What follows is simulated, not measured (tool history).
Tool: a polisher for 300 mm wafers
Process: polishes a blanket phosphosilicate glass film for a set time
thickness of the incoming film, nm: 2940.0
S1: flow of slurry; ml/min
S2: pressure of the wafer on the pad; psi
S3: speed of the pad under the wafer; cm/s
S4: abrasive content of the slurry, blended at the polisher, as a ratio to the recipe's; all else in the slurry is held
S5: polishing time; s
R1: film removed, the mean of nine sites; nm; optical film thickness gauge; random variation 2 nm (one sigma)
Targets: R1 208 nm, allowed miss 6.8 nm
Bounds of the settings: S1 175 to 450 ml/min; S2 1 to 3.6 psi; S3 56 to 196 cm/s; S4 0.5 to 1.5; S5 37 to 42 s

run,hour,S1,S2,S3,S4,S5,R1
1,0,290,2.3,126,1,42,283.93
2,4,290,2.1,126,1,42,264.18
3,6.9,290,1.9,126,1,42,251.76
4,12.5,290,1.7,126,1,42,230.63
5,19.6,290,1.6,126,1,42,230.18
6,28.3,290,1.6,140,1,42,246.58
7,31.1,290,1.5,140,1,42,236.25
8,32,290,1.4,140,1,42,233.24
9,33.1,290,1.3,140,1,42,219.9

Which of these 4 next moves meets every target?
A,34.2,320,1,142,1.1,41,?
B,34.2,300,1.2,144,1.15,41,?
C,34.2,265,1.2,142,0.95,38,?
D,34.2,300,1.2,154,1,41,?

move,R1
A,202.86
B,225.25
C,186.32
D,222.88
A: meets every target
B: further off than the last run
C: takes the result that was furthest off past its target
D: further off than the last run
Move A is the one to make.
